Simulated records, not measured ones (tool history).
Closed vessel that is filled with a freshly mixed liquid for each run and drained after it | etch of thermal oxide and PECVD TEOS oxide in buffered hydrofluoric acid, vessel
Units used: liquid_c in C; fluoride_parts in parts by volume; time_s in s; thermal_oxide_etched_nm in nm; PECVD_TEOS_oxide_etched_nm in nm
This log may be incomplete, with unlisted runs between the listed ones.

run	hour	liquid_c	fluoride_parts	time_s	thermal_oxide_etched_nm	PECVD_TEOS_oxide_etched_nm
1	0	25	17	60	47.79	47.866
2	2.1	25	17	85	67.761	67.855
3	4.8	25	17	110	86.831	87.44
4	7.4	26.5	17	110	96.402	95.492
5	11.6	28	16	110	109.89	110.77
6	13.9	29.5	15.5	110	122.97	122.16
7	20.5	30.5	15	110	131.49	133.12

Expected results for the next run?
8	21.4	31	15	110	?	?

{"run 8": {"thermal_oxide_etched_nm": 136.16, "PECVD_TEOS_oxide_etched_nm": 137.22}}
